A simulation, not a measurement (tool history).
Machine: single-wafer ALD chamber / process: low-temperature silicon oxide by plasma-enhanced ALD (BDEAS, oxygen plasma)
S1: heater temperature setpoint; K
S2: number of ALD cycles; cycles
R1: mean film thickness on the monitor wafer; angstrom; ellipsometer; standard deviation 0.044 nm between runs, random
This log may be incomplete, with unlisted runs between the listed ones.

run	hour	S1	S2	R1
1	0.0	383.15	68	88.411
2	5.1	383.15	60	77.656
3	6.7	383.15	54	70.085
4	12.5	373.15	54	70.988
5	18.2	372.15	61	80.424
6	22.0	372.15	56	73.639
# hour 26.9: thermocouple changed; heater temperature recalibrated
7	26.9	371.15	62	82.791
8	33.4	370.15	66	88.479
9	34.1	369.15	69	92.870
10	35.2	368.15	72	97.001

Run 11 has not been measured yet. What should we expect?
11	35.8	368.15	74	?

R1: 99.996 angstrom
